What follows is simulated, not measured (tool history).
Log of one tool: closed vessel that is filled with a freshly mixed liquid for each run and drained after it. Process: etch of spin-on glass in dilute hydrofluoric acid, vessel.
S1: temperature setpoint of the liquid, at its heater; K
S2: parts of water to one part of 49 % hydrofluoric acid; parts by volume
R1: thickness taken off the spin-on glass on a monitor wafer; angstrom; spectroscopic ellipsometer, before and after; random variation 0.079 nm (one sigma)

{"run": 1, "day": 0.0, "S1": 293.15, "S2": 270, "time in the liquid (s)": 30, "R1": 37.119}
{"run": 2, "day": 0.329, "S1": 293.15, "S2": 215, "time in the liquid (s)": 30, "R1": 49.607}
{"run": 3, "day": 0.688, "S1": 295.65, "S2": 190, "time in the liquid (s)": 30, "R1": 63.48}
{"run": 4, "day": 0.892, "S1": 297.15, "S2": 180, "time in the liquid (s)": 30, "R1": 70.143}
{"run": 5, "day": 1.117, "S1": 298.15, "S2": 170, "time in the liquid (s)": 30, "R1": 78.573}
{"run": 6, "day": 1.479, "S1": 298.15, "S2": 115, "time in the liquid (s)": 30, "R1": 122.46}
{"run": 7, "day": 1.567, "S1": 296.15, "S2": 115, "time in the liquid (s)": 30, "R1": 114.93}

Run 8 comes next. What will it give?
{"run": 8, "day": 1.933, "S1": 294.65, "S2": 120, "time in the liquid (s)": 30, "R1": "?"}

Run 8 gave R1 103.34 angstrom.
